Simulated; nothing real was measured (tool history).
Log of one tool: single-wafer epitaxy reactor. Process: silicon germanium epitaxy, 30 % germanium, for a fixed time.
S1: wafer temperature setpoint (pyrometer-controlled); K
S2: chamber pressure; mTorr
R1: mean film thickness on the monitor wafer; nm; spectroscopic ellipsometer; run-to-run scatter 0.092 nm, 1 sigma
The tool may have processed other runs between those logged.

Run 1, day 0: S1 858.15 K, S2 16800 mTorr. Result: R1 40.318 nm.
Run 2, day 0.3: S1 855.15 K, S2 16700 mTorr. Result: R1 37.78 nm.
Run 3, day 0.658: S1 853.15 K, S2 16600 mTorr. Result: R1 36.153 nm.
Run 4, day 0.812: S1 853.15 K, S2 15200 mTorr. Result: R1 35.328 nm.
Run 5, day 1.083: S1 852.15 K, S2 15200 mTorr. Result: R1 34.548 nm.
Run 6, day 1.367: S1 851.15 K, S2 15200 mTorr. Result: R1 34.05 nm.
Run 7, day 1.533: S1 850.15 K, S2 15200 mTorr. Result: R1 32.973 nm.

Run 8 comes next. What will it give?
Run 8, day 1.725: S1 845.15 K, S2 15100 mTorr. Result: R1 ?.

Run 8 measured R1 29.545 nm.
